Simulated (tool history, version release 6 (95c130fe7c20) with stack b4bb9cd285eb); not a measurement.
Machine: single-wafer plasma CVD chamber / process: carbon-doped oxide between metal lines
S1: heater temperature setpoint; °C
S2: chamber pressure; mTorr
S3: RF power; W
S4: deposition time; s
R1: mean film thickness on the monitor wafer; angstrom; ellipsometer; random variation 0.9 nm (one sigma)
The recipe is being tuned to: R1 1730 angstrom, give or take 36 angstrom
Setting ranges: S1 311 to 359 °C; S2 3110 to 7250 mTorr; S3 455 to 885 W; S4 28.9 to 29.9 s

Run 1, hour 0: S1 335 °C, S2 5180 mTorr, S3 670 W, S4 28.9 s. Result: R1 1968.9 angstrom.
Run 2, hour 1: S1 335 °C, S2 4420 mTorr, S3 670 W, S4 28.9 s. Result: R1 1922.4 angstrom.
Run 3, hour 2.1: S1 338 °C, S2 4130 mTorr, S3 660 W, S4 28.9 s. Result: R1 1855.6 angstrom.
Run 4, hour 9.6: S1 338 °C, S2 4130 mTorr, S3 700 W, S4 28.9 s. Result: R1 1904.4 angstrom.
Run 5, hour 11.4: S1 348 °C, S2 4130 mTorr, S3 700 W, S4 28.9 s. Result: R1 1842.8 angstrom.
Run 6, hour 18.8: S1 350 °C, S2 3960 mTorr, S3 695 W, S4 28.9 s. Result: R1 1813.7 angstrom.
Run 7, hour 26.7: S1 351 °C, S2 3830 mTorr, S3 690 W, S4 28.9 s. Result: R1 1807.9 angstrom.
Run 8, hour 28: S1 352 °C, S2 3710 mTorr, S3 680 W, S4 28.9 s. Result: R1 1784.4 angstrom.

Exactly one of the 5 candidate moves below puts every result within its allowed miss. Which one?
Run A, hour 29.3: S1 350 °C, S2 3210 mTorr, S3 675 W, S4 28.9 s. Result: R1 ?.
Run B, hour 29.3: S1 352 °C, S2 3590 mTorr, S3 705 W, S4 29.9 s. Result: R1 ?.
Run C, hour 29.3: S1 354 °C, S2 5050 mTorr, S3 620 W, S4 29.9 s. Result: R1 ?.
Run D, hour 29.3: S1 349 °C, S2 3850 mTorr, S3 680 W, S4 29.9 s. Result: R1 ?.
Run E, hour 29.3: S1 348 °C, S2 4660 mTorr, S3 610 W, S4 29.9 s. Result: R1 ?.

move      R1
   A  1744.2
   B    1859
   C  1834.7
   D    1854
   E  1817.9
A: in spec on every target
B: lands further from the targets than the last run did
C: lands further from the targets than the last run did
D: lands further from the targets than the last run did
E: lands further from the targets than the last run did
Correct choice: A, which meets every target
